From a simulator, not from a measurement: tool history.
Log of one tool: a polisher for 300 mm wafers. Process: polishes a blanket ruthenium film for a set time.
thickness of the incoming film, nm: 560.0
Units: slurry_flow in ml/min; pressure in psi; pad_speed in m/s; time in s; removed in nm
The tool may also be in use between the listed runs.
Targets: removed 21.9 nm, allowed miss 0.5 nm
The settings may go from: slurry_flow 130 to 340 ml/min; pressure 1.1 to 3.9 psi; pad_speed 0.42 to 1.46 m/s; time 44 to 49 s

run 1 hour=0 | slurry_flow=220 pressure=2.5 pad_speed=0.94 time=49 | removed=50.838
run 2 hour=2.5 | slurry_flow=220 pressure=2.5 pad_speed=1.1 time=49 | removed=60.223
run 3 hour=10.1 | slurry_flow=180 pressure=2.5 pad_speed=1.1 time=49 | removed=58.464
run 4 hour=14.5 | slurry_flow=175 pressure=2.2 pad_speed=1.02 time=49 | removed=46.75
run 5 hour=18.2 | slurry_flow=170 pressure=2 pad_speed=0.96 time=49 | removed=40.192
run 6 hour=19.6 | slurry_flow=195 pressure=2 pad_speed=0.96 time=49 | removed=41.387
run 7 hour=21.2 | slurry_flow=145 pressure=1.3 pad_speed=0.7 time=49 | removed=19.388
run 8 hour=26.2 | slurry_flow=160 pressure=1.3 pad_speed=0.7 time=49 | removed=19.462
-- hour=33.9 worn pad replaced by a new one
run 9 hour=33.9 | slurry_flow=175 pressure=1.3 pad_speed=0.7 time=49 | removed=21.303

Which of these 5 next moves meets every target?
run A hour=41.6 | slurry_flow=175 pressure=1.2 pad_speed=0.82 time=45 | removed=?
run B hour=41.6 | slurry_flow=130 pressure=1.2 pad_speed=0.98 time=44 | removed=?
run C hour=41.6 | slurry_flow=150 pressure=1.2 pad_speed=0.8 time=49 | removed=?
run D hour=41.6 | slurry_flow=165 pressure=1.4 pad_speed=0.74 time=48 | removed=?
run E hour=41.6 | slurry_flow=140 pressure=1.7 pad_speed=0.66 time=46 | removed=?

move=A removed=21.108
move=B removed=23.055
move=C removed=21.794
move=D removed=23.339
move=E removed=23.309
A: further off than the last run
B: takes the result that was furthest off past its target
C: meets every target
D: takes the result that was furthest off past its target
E: takes the result that was furthest off past its target
The right move is C.
